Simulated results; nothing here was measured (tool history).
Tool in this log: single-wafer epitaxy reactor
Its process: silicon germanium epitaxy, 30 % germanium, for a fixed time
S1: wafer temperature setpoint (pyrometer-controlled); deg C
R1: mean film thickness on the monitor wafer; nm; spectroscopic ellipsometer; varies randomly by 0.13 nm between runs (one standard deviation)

Run 1, hour 0.0: S1 585 deg C, chamber pressure (Pa) 2080. Result: R1 38.779 nm.
Run 2, hour 4.3: S1 590 deg C, chamber pressure (Pa) 2080. Result: R1 42.855 nm.
Run 3, hour 9.5: S1 593 deg C, chamber pressure (Pa) 2080. Result: R1 45.355 nm.
Run 4, hour 16.2: S1 596 deg C, chamber pressure (Pa) 2080. Result: R1 48.159 nm.
At hour 20.0: capacitance manometer re-zeroed and calibrated.
Run 5, hour 20.0: S1 598 deg C, chamber pressure (Pa) 2080. Result: R1 49.137 nm.
Run 6, hour 27.1: S1 590 deg C, chamber pressure (Pa) 2080. Result: R1 42.087 nm.

What will run 7 give?
Run 7, hour 32.4: S1 594 deg C, chamber pressure (Pa) 2080. Result: R1 ?.

{"run 7": {"R1": 45.412}}
